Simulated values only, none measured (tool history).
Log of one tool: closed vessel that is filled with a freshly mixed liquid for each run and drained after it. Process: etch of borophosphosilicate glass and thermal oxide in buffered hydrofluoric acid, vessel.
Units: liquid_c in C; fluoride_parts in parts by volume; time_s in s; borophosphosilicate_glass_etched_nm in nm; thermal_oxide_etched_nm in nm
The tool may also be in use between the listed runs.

run,day,liquid_c,fluoride_parts,time_s,borophosphosilicate_glass_etched_nm,thermal_oxide_etched_nm
1,0.000,22.0,15.5,60,118.230,40.735
2,0.121,22.0,15.5,45,89.814,31.164
3,0.179,21.0,16.5,45,79.916,27.171
4,0.225,19.0,16.5,45,72.087,24.207
5,0.592,19.0,17.0,45,70.466,23.854
6,0.825,18.5,17.5,45,65.492,22.454
7,1.062,18.0,18.0,45,62.185,21.108

The next listed run, before its measurement:
8,1.138,18.0,18.5,45,?,?

{"run 8": {"borophosphosilicate_glass_etched_nm": 60.31, "thermal_oxide_etched_nm": 20.485}}
